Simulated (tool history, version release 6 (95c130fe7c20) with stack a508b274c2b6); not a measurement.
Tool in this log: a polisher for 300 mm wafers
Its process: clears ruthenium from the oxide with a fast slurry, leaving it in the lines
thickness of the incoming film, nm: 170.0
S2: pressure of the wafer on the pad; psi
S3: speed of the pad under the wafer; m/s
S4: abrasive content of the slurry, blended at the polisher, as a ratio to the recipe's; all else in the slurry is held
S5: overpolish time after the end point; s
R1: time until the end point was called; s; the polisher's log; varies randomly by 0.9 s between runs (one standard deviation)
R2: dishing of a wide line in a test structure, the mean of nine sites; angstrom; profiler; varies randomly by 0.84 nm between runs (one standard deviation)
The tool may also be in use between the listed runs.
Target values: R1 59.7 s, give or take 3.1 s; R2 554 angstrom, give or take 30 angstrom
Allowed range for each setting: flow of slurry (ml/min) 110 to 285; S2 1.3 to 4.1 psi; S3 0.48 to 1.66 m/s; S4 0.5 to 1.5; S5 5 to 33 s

{"run": 1, "day": 0.0, "flow of slurry (ml/min)": 180, "S2": 2.7, "S3": 1.06, "S4": 1, "S5": 17, "R1": 40.634, "R2": 549.01}
{"run": 2, "day": 0.3, "flow of slurry (ml/min)": 165, "S2": 2.7, "S3": 1.06, "S4": 1, "S5": 17, "R1": 41.184, "R2": 548.69}
{"run": 3, "day": 0.425, "flow of slurry (ml/min)": 165, "S2": 2.6, "S3": 1.06, "S4": 1, "S5": 18, "R1": 41.403, "R2": 550.11}
{"run": 4, "day": 0.517, "flow of slurry (ml/min)": 165, "S2": 2.4, "S3": 1.04, "S4": 1, "S5": 19, "R1": 44.83, "R2": 532.13}
{"run": 5, "day": 0.583, "flow of slurry (ml/min)": 165, "S2": 2.4, "S3": 1.04, "S4": 1, "S5": 25, "R1": 45.853, "R2": 699.7}
{"run": 6, "day": 0.871, "flow of slurry (ml/min)": 165, "S2": 2.3, "S3": 1.04, "S4": 1, "S5": 25, "R1": 46.588, "R2": 656.23}
{"run": 7, "day": 1.158, "flow of slurry (ml/min)": 165, "S2": 2.2, "S3": 1.04, "S4": 1, "S5": 25, "R1": 46.416, "R2": 637.78}
{"run": 8, "day": 1.354, "flow of slurry (ml/min)": 165, "S2": 2.1, "S3": 1.02, "S4": 1, "S5": 26, "R1": 50.252, "R2": 637.57}
{"run": 9, "day": 1.592, "flow of slurry (ml/min)": 165, "S2": 2, "S3": 1.02, "S4": 1, "S5": 26, "R1": 50.216, "R2": 620.74}
{"run": 10, "day": 1.704, "flow of slurry (ml/min)": 165, "S2": 1.9, "S3": 1.02, "S4": 1, "S5": 26, "R1": 53.747, "R2": 612.07}

Exactly one of the 5 candidate moves below puts every result within its allowed miss. Which one?
{"run": "A", "day": 1.817, "flow of slurry (ml/min)": 175, "S2": 1.7, "S3": 1.04, "S4": 1.25, "S5": 28, "R1": "?", "R2": "?"}
{"run": "B", "day": 1.817, "flow of slurry (ml/min)": 210, "S2": 1.3, "S3": 1.1, "S4": 1, "S5": 31, "R1": "?", "R2": "?"}
{"run": "C", "day": 1.817, "flow of slurry (ml/min)": 170, "S2": 1.8, "S3": 1.08, "S4": 0.85, "S5": 32, "R1": "?", "R2": "?"}
{"run": "D", "day": 1.817, "flow of slurry (ml/min)": 155, "S2": 1.3, "S3": 1.28, "S4": 0.95, "S5": 29, "R1": "?", "R2": "?"}
{"run": "E", "day": 1.817, "flow of slurry (ml/min)": 185, "S2": 1.9, "S3": 0.92, "S4": 0.95, "S5": 26, "R1": "?", "R2": "?"}

move=A R1=51.611 R2=662.26
move=B R1=61.607 R2=622.56
move=C R1=58.052 R2=670.9
move=D R1=57.275 R2=625.77
move=E R1=60.936 R2=541.99
A: lands further from the targets than the last run did
B: lands further from the targets than the last run did
C: lands further from the targets than the last run did
D: lands further from the targets than the last run did
E: in spec on every target
Move E is the one to make.

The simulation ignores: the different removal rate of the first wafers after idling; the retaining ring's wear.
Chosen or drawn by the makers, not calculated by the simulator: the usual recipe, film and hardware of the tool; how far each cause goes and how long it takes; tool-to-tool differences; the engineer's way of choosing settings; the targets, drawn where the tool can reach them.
